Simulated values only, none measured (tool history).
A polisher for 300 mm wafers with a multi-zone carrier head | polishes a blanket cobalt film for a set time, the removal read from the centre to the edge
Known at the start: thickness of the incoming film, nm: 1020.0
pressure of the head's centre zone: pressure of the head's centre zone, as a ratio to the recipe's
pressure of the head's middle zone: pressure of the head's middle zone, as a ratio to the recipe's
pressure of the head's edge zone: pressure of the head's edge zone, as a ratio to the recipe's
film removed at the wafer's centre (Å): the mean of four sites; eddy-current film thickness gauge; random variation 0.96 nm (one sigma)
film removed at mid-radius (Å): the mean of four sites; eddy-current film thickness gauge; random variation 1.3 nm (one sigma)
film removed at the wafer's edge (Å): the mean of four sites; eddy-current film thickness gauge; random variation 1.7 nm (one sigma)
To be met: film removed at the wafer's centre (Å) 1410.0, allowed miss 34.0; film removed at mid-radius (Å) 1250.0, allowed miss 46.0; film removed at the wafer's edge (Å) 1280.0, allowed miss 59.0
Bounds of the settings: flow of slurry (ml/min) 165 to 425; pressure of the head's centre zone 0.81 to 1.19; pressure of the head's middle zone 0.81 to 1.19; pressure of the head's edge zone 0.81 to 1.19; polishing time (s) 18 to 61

run	hour	flow of slurry (ml/min)	pressure of the head's centre zone	pressure of the head's middle zone	pressure of the head's edge zone	polishing time (s)	film removed at the wafer's centre (Å)	film removed at mid-radius (Å)	film removed at the wafer's edge (Å)
1	0.0	275	1.00	1.00	1.00	39	2162.4	2106.9	2182.6
2	7.8	275	1.00	0.99	0.98	36	1974.6	1967.3	1983.9
3	11.0	275	1.00	0.92	0.98	36	2009.0	1841.1	1974.2
4	18.4	275	1.00	0.92	0.98	41	2234.9	2141.5	2264.8
5	27.1	275	1.00	0.92	1.01	41	2252.8	2044.6	2303.0
6	34.6	275	1.00	0.88	1.01	41	2291.9	2025.4	2286.8
# hour 41.2: slurry nozzle cleaned
7	41.2	275	1.00	0.87	0.99	38	2204.2	1899.0	2211.8
8	46.4	265	1.01	0.90	0.99	35	2022.1	1835.6	1979.4
9	55.3	245	1.01	0.84	0.89	24	1376.7	1174.0	1325.9

Which of these 5 next moves meets every target?
A	64.2	175	1.02	0.81	0.87	24	?	?	?
B	64.2	275	0.95	0.87	0.88	24	?	?	?
C	64.2	260	1.07	0.81	0.88	23	?	?	?
D	64.2	165	1.02	0.90	0.82	25	?	?	?
E	64.2	305	1.01	0.92	0.86	23	?	?	?

move	film removed at the wafer's centre (Å)	film removed at mid-radius (Å)	film removed at the wafer's edge (Å)
A	1350.7	1093.0	1273.1
B	1313.4	1205.1	1316.3
C	1411.4	1083.7	1258.2
D	1399.2	1234.8	1284.9
E	1351.1	1218.8	1255.0
A: further off than the last run
B: brings the result that was furthest off to its target, and leaves another outside
C: further off than the last run
D: meets every target
E: brings the result that was furthest off to its target, and leaves another outside
Move D is the one to make.
